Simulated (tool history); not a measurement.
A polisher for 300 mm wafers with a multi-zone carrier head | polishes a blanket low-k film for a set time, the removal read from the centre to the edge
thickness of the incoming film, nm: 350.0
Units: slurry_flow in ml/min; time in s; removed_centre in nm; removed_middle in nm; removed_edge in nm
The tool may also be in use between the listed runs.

run 1 hour=0.0 | slurry_flow=315 centre_zone=1.00 middle_zone=1.00 edge_zone=1.00 slurry_solids=1.00 time=47 | removed_centre=10.2350 removed_middle=9.8646 removed_edge=9.9442
run 2 hour=5.8 | slurry_flow=320 centre_zone=1.00 middle_zone=1.02 edge_zone=0.97 slurry_solids=0.90 time=46 | removed_centre=9.6835 removed_middle=9.7730 removed_edge=9.4392
run 3 hour=14.2 | slurry_flow=320 centre_zone=1.03 middle_zone=1.02 edge_zone=0.97 slurry_solids=0.90 time=46 | removed_centre=9.8265 removed_middle=9.6324 removed_edge=9.6716
run 4 hour=20.8 | slurry_flow=320 centre_zone=1.08 middle_zone=1.02 edge_zone=0.97 slurry_solids=0.90 time=46 | removed_centre=10.3860 removed_middle=9.4644 removed_edge=9.4239
run 5 hour=26.3 | slurry_flow=325 centre_zone=1.09 middle_zone=1.04 edge_zone=0.94 slurry_solids=0.80 time=44 | removed_centre=9.5538 removed_middle=8.9994 removed_edge=8.4118
run 6 hour=34.8 | slurry_flow=325 centre_zone=1.08 middle_zone=1.04 edge_zone=0.92 slurry_solids=0.75 time=44 | removed_centre=9.2987 removed_middle=8.8340 removed_edge=8.4732

Run 7 comes next. What will it give?
run 7 hour=38.6 | slurry_flow=330 centre_zone=1.08 middle_zone=1.06 edge_zone=0.91 slurry_solids=0.70 time=43 | removed_centre=? removed_middle=? removed_edge=?

Run 7 gave removed_centre 8.7396 nm, removed_middle 8.4088 nm, removed_edge 7.7256 nm.
